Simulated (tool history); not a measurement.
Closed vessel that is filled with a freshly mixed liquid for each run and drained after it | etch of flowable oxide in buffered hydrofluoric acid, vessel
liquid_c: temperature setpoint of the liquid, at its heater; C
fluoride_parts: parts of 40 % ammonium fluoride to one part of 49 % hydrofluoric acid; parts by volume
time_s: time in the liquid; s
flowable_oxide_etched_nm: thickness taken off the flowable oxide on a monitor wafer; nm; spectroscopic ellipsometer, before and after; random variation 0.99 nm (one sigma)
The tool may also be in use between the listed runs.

run  hour  liquid_c  fluoride_parts  time_s  flowable_oxide_etched_nm
  1   0.0      24.0             8.5      90                    158.08
  2   3.2      27.0             8.5      90                    188.01
  3   5.6      27.0            10.0      90                    166.07
  4   8.9      27.0            10.0      90                    163.84
  5  16.9      27.5            10.0      90                    168.01
  6  22.8      25.0            10.0      90                    147.95

Forecast run 7:
  7  28.2      29.0            10.0      90                         ?

flowable_oxide_etched_nm: 183.56 nm
